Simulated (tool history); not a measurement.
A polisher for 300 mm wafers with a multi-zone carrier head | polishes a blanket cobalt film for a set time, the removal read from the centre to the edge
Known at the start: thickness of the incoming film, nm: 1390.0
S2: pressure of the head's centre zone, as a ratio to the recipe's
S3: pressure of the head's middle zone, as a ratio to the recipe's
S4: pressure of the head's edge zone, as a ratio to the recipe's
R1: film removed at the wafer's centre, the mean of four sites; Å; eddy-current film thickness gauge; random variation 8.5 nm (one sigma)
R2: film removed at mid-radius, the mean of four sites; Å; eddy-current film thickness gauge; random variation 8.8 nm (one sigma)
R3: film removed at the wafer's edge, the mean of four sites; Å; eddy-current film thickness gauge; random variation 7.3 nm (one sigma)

run 1 hour=0 | flow_of_slurry_(ml/min)=150 S2=1 S3=1 S4=1 polishing_time_(s)=71 | R1=5363.7 R2=5207 R3=5223.1
run 2 hour=6 | flow_of_slurry_(ml/min)=160 S2=1.03 S3=0.99 S4=1.04 polishing_time_(s)=77 | R1=6116.8 R2=5677.6 R3=5842.7
run 3 hour=12.7 | flow_of_slurry_(ml/min)=160 S2=1.03 S3=0.99 S4=1.04 polishing_time_(s)=65 | R1=5124.6 R2=4808.2 R3=4963.1
run 4 hour=19.3 | flow_of_slurry_(ml/min)=160 S2=1.07 S3=0.99 S4=1.04 polishing_time_(s)=65 | R1=5378.2 R2=4801.4 R3=4943.2
run 5 hour=21.8 | flow_of_slurry_(ml/min)=170 S2=1.08 S3=0.99 S4=1.07 polishing_time_(s)=73 | R1=6078 R2=5415.9 R3=5608.8
run 6 hour=24.2 | flow_of_slurry_(ml/min)=170 S2=1.08 S3=1.05 S4=1.07 polishing_time_(s)=73 | R1=6098.7 R2=5701.8 R3=5664.7
run 7 hour=25.5 | flow_of_slurry_(ml/min)=175 S2=1.09 S3=1.03 S4=1.1 polishing_time_(s)=79 | R1=6750.5 R2=6039.5 R3=6358.6

Forecast run 8:
run 8 hour=32.2 | flow_of_slurry_(ml/min)=180 S2=1.11 S3=1.04 S4=1.12 polishing_time_(s)=82 | R1=? R2=? R3=?

Run 8 gave R1 7102.9 Å, R2 6393.1 Å, R3 6483 Å.

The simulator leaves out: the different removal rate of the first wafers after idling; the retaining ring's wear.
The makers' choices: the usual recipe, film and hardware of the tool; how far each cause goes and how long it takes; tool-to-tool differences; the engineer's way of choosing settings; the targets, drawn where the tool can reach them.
